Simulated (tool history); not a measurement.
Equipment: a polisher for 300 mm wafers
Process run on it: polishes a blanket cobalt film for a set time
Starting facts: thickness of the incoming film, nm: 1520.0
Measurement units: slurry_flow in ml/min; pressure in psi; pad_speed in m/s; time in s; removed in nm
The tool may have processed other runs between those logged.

run 1 hour=0.0 | slurry_flow=180 pressure=1.6 pad_speed=0.76 time=31 | removed=76.905
run 2 hour=7.9 | slurry_flow=180 pressure=1.6 pad_speed=0.76 time=28 | removed=70.316
run 3 hour=14.9 | slurry_flow=180 pressure=1.6 pad_speed=0.66 time=28 | removed=60.690
run 4 hour=19.5 | slurry_flow=180 pressure=1.6 pad_speed=0.50 time=28 | removed=45.496
run 5 hour=26.5 | slurry_flow=180 pressure=1.9 pad_speed=0.54 time=28 | removed=59.564
run 6 hour=31.7 | slurry_flow=180 pressure=1.9 pad_speed=0.64 time=28 | removed=70.828

Forecast run 7:
run 7 hour=38.2 | slurry_flow=180 pressure=2.1 pad_speed=0.64 time=28 | removed=?

Logged for run 7: removed 74.761 nm.
